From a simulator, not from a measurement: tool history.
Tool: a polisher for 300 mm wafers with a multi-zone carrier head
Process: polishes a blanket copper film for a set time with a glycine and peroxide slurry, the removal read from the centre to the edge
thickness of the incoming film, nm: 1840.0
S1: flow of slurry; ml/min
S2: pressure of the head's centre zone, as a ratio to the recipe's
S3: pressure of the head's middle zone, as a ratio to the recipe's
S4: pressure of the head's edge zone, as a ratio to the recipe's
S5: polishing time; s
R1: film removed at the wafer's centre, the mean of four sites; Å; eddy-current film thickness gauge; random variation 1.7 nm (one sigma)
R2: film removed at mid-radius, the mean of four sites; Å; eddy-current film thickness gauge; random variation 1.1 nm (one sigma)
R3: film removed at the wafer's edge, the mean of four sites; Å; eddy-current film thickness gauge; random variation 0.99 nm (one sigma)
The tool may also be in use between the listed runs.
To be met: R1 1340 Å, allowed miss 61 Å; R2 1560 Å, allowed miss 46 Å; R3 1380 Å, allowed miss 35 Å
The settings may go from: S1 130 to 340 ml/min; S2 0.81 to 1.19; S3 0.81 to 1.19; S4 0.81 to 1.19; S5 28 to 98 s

| run | hour | S1 | S2 | S3 | S4 | S5 | R1 | R2 | R3 |
|---|---|---|---|---|---|---|---|---|---|
| 1 | 0 | 220 | 1 | 1 | 1 | 63 | 1450.4 | 1514.1 | 1493.3 |
| 2 | 8 | 220 | 1 | 1 | 1 | 75 | 1740.2 | 1797 | 1790.2 |
| 3 | 12.5 | 215 | 0.98 | 1.01 | 0.96 | 72 | 1641.2 | 1733.1 | 1659.6 |
| 4 | 14.1 | 255 | 0.98 | 1.01 | 0.96 | 72 | 1650 | 1765.6 | 1682.9 |
| 5 | 19.3 | 250 | 0.96 | 1.01 | 0.93 | 70 | 1587.8 | 1738 | 1588.6 |
| 6 | 22.5 | 270 | 0.96 | 1.01 | 0.93 | 70 | 1625.3 | 1731.5 | 1619.1 |
| 7 | 28.2 | 255 | 0.93 | 1 | 0.9 | 69 | 1568.8 | 1707.9 | 1554.4 |
| 8 | 31.4 | 215 | 0.83 | 0.93 | 0.82 | 64 | 1236.2 | 1460.5 | 1358.5 |
| 9 | 33.8 | 225 | 0.84 | 0.94 | 0.82 | 64 | 1294.2 | 1479.3 | 1361.2 |
| 10 | 37.9 | 230 | 0.84 | 0.95 | 0.82 | 64 | 1295.4 | 1497.9 | 1359.7 |

Which of these 4 next moves meets every target?
| A | 42 | 265 | 1 | 1.04 | 0.81 | 61 | ? | ? | ? |
| B | 42 | 200 | 0.91 | 1.04 | 0.87 | 63 | ? | ? | ? |
| C | 42 | 250 | 0.96 | 1.06 | 0.81 | 64 | ? | ? | ? |
| D | 42 | 210 | 0.95 | 1 | 0.81 | 65 | ? | ? | ? |

| move | R1 | R2 | R3 |
|---|---|---|---|
| A | 1484.8 | 1567.5 | 1313.1 |
| B | 1351.1 | 1568.7 | 1366.5 |
| C | 1487.8 | 1661.8 | 1371 |
| D | 1462.4 | 1574.9 | 1373.1 |
A: brings the result that was furthest off to its target, and leaves another outside
B: meets every target
C: takes the result that was furthest off past its target
D: brings the result that was furthest off to its target, and leaves another outside
Move B is the one to make.
